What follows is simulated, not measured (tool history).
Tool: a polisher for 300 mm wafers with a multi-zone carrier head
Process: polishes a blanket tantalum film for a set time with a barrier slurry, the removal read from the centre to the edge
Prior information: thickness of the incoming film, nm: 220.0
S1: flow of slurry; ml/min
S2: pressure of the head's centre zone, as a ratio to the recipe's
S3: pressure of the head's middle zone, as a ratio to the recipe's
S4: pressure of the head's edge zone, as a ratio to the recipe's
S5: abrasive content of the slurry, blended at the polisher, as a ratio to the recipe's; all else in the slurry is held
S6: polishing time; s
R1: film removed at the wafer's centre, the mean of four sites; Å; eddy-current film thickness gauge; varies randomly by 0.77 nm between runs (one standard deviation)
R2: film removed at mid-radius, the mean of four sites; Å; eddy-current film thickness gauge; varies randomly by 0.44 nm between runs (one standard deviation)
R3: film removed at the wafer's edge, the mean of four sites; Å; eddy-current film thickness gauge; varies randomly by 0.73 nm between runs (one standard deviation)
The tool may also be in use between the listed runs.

| run | day | S1 | S2 | S3 | S4 | S5 | S6 | R1 | R2 | R3 |
|---|---|---|---|---|---|---|---|---|---|---|
| 1 | 0 | 120 | 1 | 1 | 1 | 1 | 56 | 557.28 | 570.19 | 584.59 |
| 2 | 0.238 | 125 | 1.02 | 1 | 1.02 | 1 | 56 | 579.76 | 587.59 | 599.79 |
| 3 | 0.533 | 125 | 1.02 | 1.05 | 1.02 | 1 | 56 | 589 | 598.26 | 595.18 |
| 4 | 0.871 | 125 | 1.02 | 1.12 | 1.02 | 1 | 56 | 579.13 | 626.51 | 590.23 |
| 5 | 1.142 | 125 | 1.02 | 1.12 | 0.97 | 1 | 56 | 577.39 | 640.98 | 572.77 |
| 6 | 1.358 | 125 | 1.02 | 1.12 | 0.97 | 1.1 | 56 | 596.39 | 658.12 | 599.02 |

For run 7, what comes out?
| 7 | 1.642 | 130 | 1.03 | 1.1 | 0.99 | 1.1 | 56 | ? | ? | ? |

R1: 612.42 Å
R2: 651.7 Å
R3: 605.91 Å
